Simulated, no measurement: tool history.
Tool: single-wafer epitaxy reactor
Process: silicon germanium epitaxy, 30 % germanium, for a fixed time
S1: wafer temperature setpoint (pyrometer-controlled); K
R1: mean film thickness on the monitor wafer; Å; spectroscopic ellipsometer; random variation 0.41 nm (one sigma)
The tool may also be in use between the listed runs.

Run 1, day 0.000: S1 883.15 K, chamber pressure (Torr) 23.7. Result: R1 791.59 Å.
Run 2, day 0.275: S1 877.15 K, chamber pressure (Torr) 23.7. Result: R1 694.09 Å.
Run 3, day 0.642: S1 877.15 K, chamber pressure (Torr) 21.9. Result: R1 673.73 Å.
Run 4, day 0.975: S1 885.15 K, chamber pressure (Torr) 21.9. Result: R1 792.36 Å.
Run 5, day 1.338: S1 879.15 K, chamber pressure (Torr) 21.9. Result: R1 703.04 Å.
Run 6, day 1.667: S1 869.15 K, chamber pressure (Torr) 21.9. Result: R1 569.27 Å.
Run 7, day 1.854: S1 876.15 K, chamber pressure (Torr) 21.9. Result: R1 661.93 Å.
Run 8, day 2.229: S1 881.15 K, chamber pressure (Torr) 21.9. Result: R1 730.41 Å.
Run 9, day 2.308: S1 893.15 K, chamber pressure (Torr) 24.4. Result: R1 977.04 Å.
Run 10, day 2.521: S1 895.15 K, chamber pressure (Torr) 24.4. Result: R1 1013.10 Å.

The next listed run, before its measurement:
Run 11, day 2.671: S1 897.15 K, chamber pressure (Torr) 24.4. Result: R1 ?.

{"run 11": {"R1": 1048.9}}
